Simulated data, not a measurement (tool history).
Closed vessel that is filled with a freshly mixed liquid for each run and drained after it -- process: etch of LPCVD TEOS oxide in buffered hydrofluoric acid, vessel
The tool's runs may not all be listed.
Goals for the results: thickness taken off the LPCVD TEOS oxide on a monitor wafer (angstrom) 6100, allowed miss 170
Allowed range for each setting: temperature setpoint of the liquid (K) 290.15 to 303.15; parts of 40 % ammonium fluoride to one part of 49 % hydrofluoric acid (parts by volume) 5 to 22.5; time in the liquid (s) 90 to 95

run	hour	temperature setpoint of the liquid (K)	parts of 40 % ammonium fluoride to one part of 49 % hydrofluoric acid (parts by volume)	time in the liquid (s)	thickness taken off the LPCVD TEOS oxide on a monitor wafer (angstrom)
1	0	295.15	13.5	90	2957.4
2	2.2	295.15	11.5	90	3425.7
3	10.9	295.15	11.5	95	3619.6
4	12.1	295.15	11.5	90	3412.7
5	20	295.15	11.5	95	3594.8
6	28.6	295.15	11.5	90	3409.3
7	32.6	299.15	9	90	5202.3
8	34.1	299.65	9	90	5414
9	40.1	300.15	9	90	5556.1

Pick the move, out of 5, that brings all results within their allowed miss; only one does.
A	46.1	294.65	7.5	90	?
B	46.1	301.15	12	95	?
C	46.1	298.65	9.5	90	?
D	46.1	297.15	7	90	?
E	46.1	300.65	10.5	95	?

move	thickness taken off the LPCVD TEOS oxide on a monitor wafer (angstrom)
A	4945.8
B	4776.8
C	4882.6
D	6112.1
E	5297.8
A: the biggest miss grows against the last run
B: the biggest miss grows against the last run
C: the biggest miss grows against the last run
D: all results in spec
E: the biggest miss grows against the last run
D is the move that brings every result within its allowed miss.
